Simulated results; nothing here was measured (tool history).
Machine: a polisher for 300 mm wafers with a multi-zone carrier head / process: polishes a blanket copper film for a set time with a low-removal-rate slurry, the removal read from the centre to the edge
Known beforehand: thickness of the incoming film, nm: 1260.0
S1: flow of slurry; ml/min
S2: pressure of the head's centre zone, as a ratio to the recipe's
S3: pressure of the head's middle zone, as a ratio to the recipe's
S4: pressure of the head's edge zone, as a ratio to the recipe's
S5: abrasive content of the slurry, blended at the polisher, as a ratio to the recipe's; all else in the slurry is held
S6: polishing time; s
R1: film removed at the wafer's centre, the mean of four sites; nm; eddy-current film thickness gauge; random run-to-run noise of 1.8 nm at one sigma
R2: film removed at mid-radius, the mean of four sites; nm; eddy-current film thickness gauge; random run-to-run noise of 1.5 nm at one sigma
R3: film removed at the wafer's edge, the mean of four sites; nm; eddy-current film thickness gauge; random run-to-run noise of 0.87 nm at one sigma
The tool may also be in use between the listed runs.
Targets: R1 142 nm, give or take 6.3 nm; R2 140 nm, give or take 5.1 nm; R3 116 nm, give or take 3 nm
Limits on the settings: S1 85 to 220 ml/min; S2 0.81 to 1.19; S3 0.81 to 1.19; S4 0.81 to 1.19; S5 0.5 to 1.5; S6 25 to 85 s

run,hour,S1,S2,S3,S4,S5,S6,R1,R2,R3
1,0,140,1,1,1,1,55,80.141,83.237,80.616
2,2.1,140,1,1.04,1,1,55,78.884,85.398,80.396
3,9,145,1.02,1.05,1,1.05,56,85.027,87.867,84.095
4,9.6,145,1.02,1.05,1,1.05,43,64.303,69.351,64.08
5,17,150,1.03,1.06,0.99,1.1,46,72.57,76.344,68.156
6,24.6,150,1.03,1.06,0.99,0.9,46,68.979,71.247,65.967
7,27.9,155,1.04,1.07,0.99,0.95,48,70.954,77.578,69.426
8,33.1,160,1.06,1.07,0.99,1,50,79.014,82.698,73.636
9,37.6,165,1.07,1.07,1,1.05,51,82.912,85.613,76.341
10,38.8,170,1.08,1.08,1.01,1.1,52,89.582,90.045,78.914
11,44.7,170,1.08,1.09,1.02,1.15,53,88.509,94.2,81.514
12,52.5,175,1.09,1.09,1.02,1.2,54,93.737,95.488,85.537
13,61.4,180,1.1,1.1,1.02,1.25,55,97.932,99.399,87.745
14,68,185,1.11,1.11,1.02,1.25,56,103.07,102.29,89.929
15,73.3,190,1.11,1.12,1.02,1.25,57,102.94,106.29,92.116

Pick the move, out of 5, that brings all results within their allowed miss; only one does.
A,78.6,200,1.02,1.13,1.1,1.25,74,?,?,?
B,78.6,120,0.98,1.16,1.05,0.95,47,?,?,?
C,78.6,220,1.11,1.19,1.03,1.3,70,?,?,?
D,78.6,175,1.05,1.15,1.06,1.2,76,?,?,?
E,78.6,200,1.18,1.13,0.95,1.25,74,?,?,?

move,R1,R2,R3
A,125.63,139.3,124.97
B,64.846,77.384,67.835
C,132.63,140.9,116.57
D,128.69,140.97,122.88
E,145.48,139.21,116.33
A: the result that was furthest off in the last run now lies on the other side of its target
B: lands further from the targets than the last run did
C: brings the result that was furthest off to its target, and leaves another outside
D: the result that was furthest off in the last run now lies on the other side of its target
E: all results in spec
The right move is E.
